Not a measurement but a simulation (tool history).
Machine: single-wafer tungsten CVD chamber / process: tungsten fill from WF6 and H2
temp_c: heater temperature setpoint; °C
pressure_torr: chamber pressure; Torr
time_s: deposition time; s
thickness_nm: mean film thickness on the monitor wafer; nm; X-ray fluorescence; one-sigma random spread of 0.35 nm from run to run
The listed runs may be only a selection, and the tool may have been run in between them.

run 1 hour=0 | temp_c=375 pressure_torr=54.9 time_s=24.3 | thickness_nm=53.829
run 2 hour=1.8 | temp_c=375 pressure_torr=54.9 time_s=25.1 | thickness_nm=55.61
run 3 hour=4 | temp_c=367 pressure_torr=54.9 time_s=25.1 | thickness_nm=45.971
run 4 hour=10.1 | temp_c=373 pressure_torr=55.1 time_s=25.1 | thickness_nm=52.468
run 5 hour=17.1 | temp_c=378 pressure_torr=55.2 time_s=25.1 | thickness_nm=59.273
run 6 hour=22.8 | temp_c=385 pressure_torr=55.2 time_s=25.1 | thickness_nm=69.536
run 7 hour=30.6 | temp_c=387 pressure_torr=55.2 time_s=25.1 | thickness_nm=72.016

Run 8, settings as shown, results not yet in. Your forecast:
run 8 hour=32.4 | temp_c=388 pressure_torr=55.2 time_s=25.1 | thickness_nm=?

Logged for run 8: thickness_nm 73.778 nm.
